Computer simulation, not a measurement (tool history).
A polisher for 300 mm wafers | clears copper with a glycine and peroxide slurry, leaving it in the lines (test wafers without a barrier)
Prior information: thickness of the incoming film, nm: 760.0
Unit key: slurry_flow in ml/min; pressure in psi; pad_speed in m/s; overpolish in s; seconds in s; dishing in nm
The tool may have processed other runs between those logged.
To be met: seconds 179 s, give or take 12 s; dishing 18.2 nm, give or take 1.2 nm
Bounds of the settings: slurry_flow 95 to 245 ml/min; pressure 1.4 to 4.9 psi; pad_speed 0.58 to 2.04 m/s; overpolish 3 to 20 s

| run | day | slurry_flow | pressure | pad_speed | overpolish | seconds | dishing |
|---|---|---|---|---|---|---|---|
| 1 | 0 | 155 | 3.1 | 1.3 | 10 | 84.611 | 54.255 |
| 2 | 0.062 | 150 | 2.7 | 1.1 | 8 | 106.09 | 36.685 |
| 3 | 0.392 | 150 | 3.1 | 1.1 | 8 | 99.826 | 39.107 |
| 4 | 0.579 | 150 | 2.7 | 0.94 | 7 | 124.46 | 29.336 |
| 5 | 0.767 | 150 | 2.7 | 0.94 | 11 | 124.54 | 43.533 |
| 6 | 1.017 | 150 | 2.5 | 0.84 | 9 | 134.7 | 33.639 |
| 7 | 1.129 | 150 | 2.3 | 0.76 | 8 | 154.97 | 27.009 |
| 8 | 1.346 | 150 | 2.1 | 0.76 | 7 | 162.7 | 23.079 |
| 9 | 1.562 | 150 | 2 | 0.76 | 7 | 162.47 | 22.825 |
| 10 | 1.842 | 150 | 1.8 | 0.76 | 7 | 173.45 | 21.559 |
| 11 | 1.896 | 150 | 1.7 | 0.76 | 7 | 175.76 | 21.698 |

Which of these 4 next moves meets every target?
| A | 1.95 | 135 | 2.1 | 0.7 | 6 | ? | ? |
| B | 1.95 | 155 | 1.8 | 0.82 | 7 | ? | ? |
| C | 1.95 | 210 | 1.8 | 0.78 | 9 | ? | ? |
| D | 1.95 | 125 | 1.4 | 0.86 | 10 | ? | ? |

| move | seconds | dishing |
|---|---|---|
| A | 174.31 | 18.222 |
| B | 160.48 | 22.616 |
| C | 159.59 | 28.57 |
| D | 175.7 | 28.642 |
A: in spec on every target
B: further off than the last run
C: further off than the last run
D: further off than the last run
So the answer is move A, the one that meets all the targets.
